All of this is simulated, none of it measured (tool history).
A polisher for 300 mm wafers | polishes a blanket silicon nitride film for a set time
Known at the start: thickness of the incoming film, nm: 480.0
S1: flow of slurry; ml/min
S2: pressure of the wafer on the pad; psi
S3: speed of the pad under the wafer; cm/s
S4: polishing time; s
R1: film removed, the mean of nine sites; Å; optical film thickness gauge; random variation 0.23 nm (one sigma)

| run | hour | S1 | S2 | S3 | S4 | R1 |
|---|---|---|---|---|---|---|
| 1 | 0 | 270 | 2.4 | 108 | 43 | 608.59 |
| 2 | 7 | 270 | 2.4 | 122 | 43 | 666.97 |
| 3 | 9.7 | 270 | 2.4 | 122 | 39 | 603.69 |
| 4 | 16.3 | 320 | 2.4 | 122 | 39 | 613.49 |
| 5 | 23.9 | 320 | 2.9 | 122 | 39 | 726.61 |
| 6 | 25.6 | 320 | 2.9 | 104 | 39 | 643.71 |
| 7 | 26.2 | 320 | 2.5 | 104 | 39 | 557.12 |

The next listed run, before its measurement:
| 8 | 29.9 | 320 | 2.2 | 104 | 39 | ? |

R1: 489.94 Å
